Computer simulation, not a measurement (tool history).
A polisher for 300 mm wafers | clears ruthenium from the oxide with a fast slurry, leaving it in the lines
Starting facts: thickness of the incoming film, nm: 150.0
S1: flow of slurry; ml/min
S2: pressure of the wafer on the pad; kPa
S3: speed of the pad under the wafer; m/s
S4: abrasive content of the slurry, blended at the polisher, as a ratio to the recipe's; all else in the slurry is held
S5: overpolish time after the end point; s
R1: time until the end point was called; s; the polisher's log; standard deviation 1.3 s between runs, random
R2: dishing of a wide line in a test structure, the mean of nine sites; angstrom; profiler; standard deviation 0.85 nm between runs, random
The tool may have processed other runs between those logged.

run	hour	S1	S2	S3	S4	S5	R1	R2
1	0.0	195	17.9	1.08	1.00	28	30.749	856.33
2	2.7	190	15.2	0.90	0.90	28	47.102	621.41
3	7.0	190	15.2	0.90	0.70	28	59.791	500.88
4	10.3	190	13.1	0.84	0.70	29	73.977	439.42
5	12.5	190	13.1	0.84	0.55	29	103.980	325.62
6	14.7	190	13.1	0.84	0.55	22	104.030	260.43
7	22.0	190	12.4	0.84	0.55	25	109.460	271.41
8	26.1	190	12.4	0.84	0.55	28	109.540	304.76

Run 9 is up next; what results do you expect?
9	28.4	190	12.4	0.84	0.55	30	?	?

R1: 112.150 s
R2: 326.28 angstrom
